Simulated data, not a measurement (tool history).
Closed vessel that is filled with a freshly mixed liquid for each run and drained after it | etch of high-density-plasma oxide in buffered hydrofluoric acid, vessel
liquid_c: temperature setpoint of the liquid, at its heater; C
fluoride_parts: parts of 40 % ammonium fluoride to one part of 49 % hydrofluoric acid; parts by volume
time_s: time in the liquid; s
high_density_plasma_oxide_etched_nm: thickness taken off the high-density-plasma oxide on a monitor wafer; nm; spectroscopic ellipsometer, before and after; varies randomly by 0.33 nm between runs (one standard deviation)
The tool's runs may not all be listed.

run,hour,liquid_c,fluoride_parts,time_s,high_density_plasma_oxide_etched_nm
1,0,23,13.5,30,27.077
2,8.4,25.5,12.5,30,33.462
3,15.1,27,12,30,37.643
4,23.9,27,12,30,37.745
5,27.3,23.5,12,30,31.531
6,29.1,23.5,12,30,31.25
7,32.9,26,11.5,30,37.49
8,34.2,26,11.5,30,37.214

The next listed run, before its measurement:
9,37,27.5,11,30,?

high_density_plasma_oxide_etched_nm: 42.399 nm

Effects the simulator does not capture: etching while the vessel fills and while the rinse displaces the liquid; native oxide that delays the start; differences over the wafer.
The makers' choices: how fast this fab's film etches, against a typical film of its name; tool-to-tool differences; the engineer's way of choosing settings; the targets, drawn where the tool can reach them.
